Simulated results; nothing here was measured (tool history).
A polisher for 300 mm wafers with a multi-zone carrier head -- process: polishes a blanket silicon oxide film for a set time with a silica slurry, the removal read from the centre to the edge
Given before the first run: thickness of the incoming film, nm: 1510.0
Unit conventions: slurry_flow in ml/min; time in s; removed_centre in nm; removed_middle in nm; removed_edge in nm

run	hour	slurry_flow	centre_zone	middle_zone	edge_zone	slurry_solids	time	removed_centre	removed_middle	removed_edge
1	0.0	320	1.00	1.00	1.00	1.00	80	330.97	329.23	337.04
2	6.8	255	1.00	1.00	1.00	1.00	80	325.98	313.47	331.61
3	8.6	260	0.98	1.00	0.98	0.90	74	284.59	276.66	284.96
4	12.0	265	0.95	1.00	0.98	0.80	70	250.81	248.22	258.19
5	16.9	265	0.95	1.03	0.98	0.80	70	253.70	257.61	255.36
6	19.4	270	0.93	1.03	0.98	0.75	67	233.39	237.56	238.06
7	22.4	275	0.91	1.03	0.98	0.70	65	214.51	225.34	230.54
# hour 27.0: edge zone pressure recalibrated
8	27.0	270	0.90	1.03	0.96	0.65	63	196.56	218.86	199.55

Run 9, settings as shown, results not yet in. Your forecast:
9	32.7	265	0.89	1.00	0.96	0.65	63	?	?	?

removed_centre: 195.42 nm
removed_middle: 207.63 nm
removed_edge: 202.47 nm
